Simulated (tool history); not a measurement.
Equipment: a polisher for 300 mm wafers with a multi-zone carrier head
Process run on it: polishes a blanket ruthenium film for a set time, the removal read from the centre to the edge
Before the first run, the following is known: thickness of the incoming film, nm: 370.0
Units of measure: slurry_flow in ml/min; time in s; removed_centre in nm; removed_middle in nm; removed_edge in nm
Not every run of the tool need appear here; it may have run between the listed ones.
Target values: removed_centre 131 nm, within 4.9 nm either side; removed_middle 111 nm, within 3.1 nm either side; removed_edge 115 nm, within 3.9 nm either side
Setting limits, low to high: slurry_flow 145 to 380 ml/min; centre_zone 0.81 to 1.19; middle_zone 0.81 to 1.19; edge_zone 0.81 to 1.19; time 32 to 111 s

run,hour,slurry_flow,centre_zone,middle_zone,edge_zone,time,removed_centre,removed_middle,removed_edge
1,0,245,1,1,1,71,79.658,83.661,86.597
2,3.6,245,1,1,0.96,71,80.136,82.187,85.427
3,6.2,245,1,1,0.92,71,79.818,83.177,83.812
4,9.5,255,1.03,1,0.94,74,87.217,85.592,87.83
# hour 15.7: centre zone pressure recalibrated
5,15.7,255,1.06,1,0.94,74,96.101,87.583,88.524
6,24.6,255,1.07,1.01,0.97,76,96.866,90.379,92.754
7,33,260,1.09,1.02,1,77,102.75,92.776,94.811
8,41.5,260,1.1,1.03,1.02,79,105.66,95.084,98.49
9,43.4,265,1.11,1.04,1.04,80,106.8,96.963,100.62
10,44.4,270,1.12,1.05,1.05,81,110.29,99.642,102.39
11,52.2,275,1.13,1.06,1.06,82,112.69,101.62,103.87
12,60.7,275,1.14,1.06,1.07,83,115.44,103.45,106.08
13,68.6,280,1.15,1.06,1.08,84,118.77,104.25,108.41
14,72.1,280,1.15,1.06,1.08,84,118.5,103.87,107.33

Below are 4 possible settings for the next run. Only one of them brings all results inside the allowed miss of their targets. Which is it?
A,75.6,300,1.16,1.13,1.02,84,?,?,?
B,75.6,305,1.16,1,1.14,86,?,?,?
C,75.6,360,1.19,1.06,1.1,87,?,?,?
D,75.6,345,1.12,1.05,1.11,75,?,?,?

move,removed_centre,removed_middle,removed_edge
A,120.38,110.48,106.03
B,123.36,102.08,115.13
C,130.28,110.17,115.63
D,105.23,93.901,99.869
A: moves toward the targets from the last run without getting all of them in spec
B: misses by more than the last run did
C: every result within its allowed miss
D: misses by more than the last run did
Correct choice: C, which meets every target
